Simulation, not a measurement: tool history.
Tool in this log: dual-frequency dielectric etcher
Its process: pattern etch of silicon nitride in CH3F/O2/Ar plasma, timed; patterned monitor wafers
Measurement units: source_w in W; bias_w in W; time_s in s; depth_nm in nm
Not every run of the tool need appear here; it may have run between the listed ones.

{"run": 1, "hour": 0.0, "source_w": 300, "bias_w": 62, "time_s": 57.5, "depth_nm": 32.015}
{"run": 2, "hour": 8.2, "source_w": 280, "bias_w": 60, "time_s": 57.5, "depth_nm": 30.711}
{"run": 3, "hour": 16.3, "source_w": 280, "bias_w": 60, "time_s": 57.5, "depth_nm": 30.688}
{"run": 4, "hour": 16.9, "source_w": 280, "bias_w": 54, "time_s": 57.5, "depth_nm": 29.227}
{"run": 5, "hour": 24.2, "source_w": 270, "bias_w": 53, "time_s": 57.5, "depth_nm": 28.577}
{"run": 6, "hour": 26.6, "source_w": 270, "bias_w": 46, "time_s": 57.5, "depth_nm": 26.771}
{"run": 7, "hour": 27.2, "source_w": 260, "bias_w": 46, "time_s": 57.5, "depth_nm": 26.315}

Expected results for the next run?
{"run": 8, "hour": 33.7, "source_w": 260, "bias_w": 46, "time_s": 57.5, "depth_nm": "?"}

Run 8 yielded depth_nm 26.344 nm.

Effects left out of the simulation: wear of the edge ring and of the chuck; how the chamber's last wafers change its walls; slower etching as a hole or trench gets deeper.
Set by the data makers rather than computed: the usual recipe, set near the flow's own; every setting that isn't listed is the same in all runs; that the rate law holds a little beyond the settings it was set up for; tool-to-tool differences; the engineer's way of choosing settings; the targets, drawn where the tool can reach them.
